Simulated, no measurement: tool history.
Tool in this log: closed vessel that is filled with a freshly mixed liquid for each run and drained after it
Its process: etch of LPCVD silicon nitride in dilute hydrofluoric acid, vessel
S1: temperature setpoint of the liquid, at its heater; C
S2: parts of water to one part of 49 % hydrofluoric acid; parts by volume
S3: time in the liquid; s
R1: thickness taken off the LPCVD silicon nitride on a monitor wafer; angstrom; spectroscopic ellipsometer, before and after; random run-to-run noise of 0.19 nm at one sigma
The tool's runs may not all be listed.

run	hour	S1	S2	S3	R1
1	0	22	90	1925	88.267
2	2.5	19.5	90	1925	74.608
3	3	19.5	120	1925	56.261
4	4.5	19.5	150	1925	45.923
5	5.8	21.5	120	1950	65.542
6	9.9	19.5	120	1950	56.818
7	11.2	21.5	100	1970	79.009

Predict the results of run 8:
8	15	25.5	65	2050	?

R1: 164.56 angstrom

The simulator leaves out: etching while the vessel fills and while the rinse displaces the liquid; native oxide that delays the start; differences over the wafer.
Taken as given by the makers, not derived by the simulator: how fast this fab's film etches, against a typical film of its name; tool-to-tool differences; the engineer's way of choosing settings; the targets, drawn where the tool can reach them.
